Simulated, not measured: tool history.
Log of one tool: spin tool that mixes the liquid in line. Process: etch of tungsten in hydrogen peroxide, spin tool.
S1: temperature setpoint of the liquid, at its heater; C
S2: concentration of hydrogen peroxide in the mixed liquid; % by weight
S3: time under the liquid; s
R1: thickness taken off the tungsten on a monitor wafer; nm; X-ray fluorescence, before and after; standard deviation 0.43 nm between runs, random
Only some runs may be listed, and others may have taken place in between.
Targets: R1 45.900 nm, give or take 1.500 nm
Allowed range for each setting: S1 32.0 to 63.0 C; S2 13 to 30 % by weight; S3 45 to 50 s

run	hour	S1	S2	S3	R1
1	0.0	47.0	24	45	106.050
2	4.2	44.5	24	45	90.096
3	5.0	42.5	24	45	79.387
4	7.9	42.5	24	50	88.722
5	13.9	40.5	24	50	77.078
6	15.9	39.0	24	50	69.418
7	20.2	38.0	24	50	65.796
8	29.1	37.0	24	50	61.780
9	33.7	36.0	24	50	57.713
10	38.8	36.0	24	50	57.801
11	44.2	32.0	24	50	43.563

Which of these 4 next moves meets every target?
A	49.6	33.5	27	45	?
B	49.6	32.5	21	50	?
C	49.6	32.0	26	45	?
D	49.6	32.0	19	50	?

move	R1
A	46.966
B	42.993
C	41.606
D	39.519
A: all results in spec
B: misses by more than the last run did
C: misses by more than the last run did
D: misses by more than the last run did
A is the move that brings every result within its allowed miss.
